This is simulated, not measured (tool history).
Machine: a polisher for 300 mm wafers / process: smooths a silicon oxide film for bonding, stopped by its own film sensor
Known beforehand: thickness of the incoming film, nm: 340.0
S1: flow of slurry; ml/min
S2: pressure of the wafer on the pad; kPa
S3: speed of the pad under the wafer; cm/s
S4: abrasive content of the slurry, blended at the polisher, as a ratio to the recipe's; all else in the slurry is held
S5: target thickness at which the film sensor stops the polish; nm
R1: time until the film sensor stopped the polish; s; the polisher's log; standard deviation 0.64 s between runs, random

run 1 day=0 | S1=290 S2=11 S3=84 S4=1 S5=307 | R1=56.129
run 2 day=0.146 | S1=290 S2=12.4 S3=86 S4=1 S5=307 | R1=51.191
run 3 day=0.196 | S1=290 S2=12.4 S3=86 S4=0.85 S5=307 | R1=55.648
run 4 day=0.333 | S1=345 S2=12.4 S3=86 S4=0.85 S5=307 | R1=53.031
run 5 day=0.496 | S1=345 S2=13.8 S3=88 S4=0.85 S5=307 | R1=47.014
run 6 day=0.812 | S1=345 S2=14.5 S3=88 S4=0.85 S5=307 | R1=45.521

Run 7 comes next. What will it give?
run 7 day=0.896 | S1=345 S2=15.2 S3=88 S4=0.85 S5=307 | R1=?

For run 7 the tool returned R1 42.663 s.
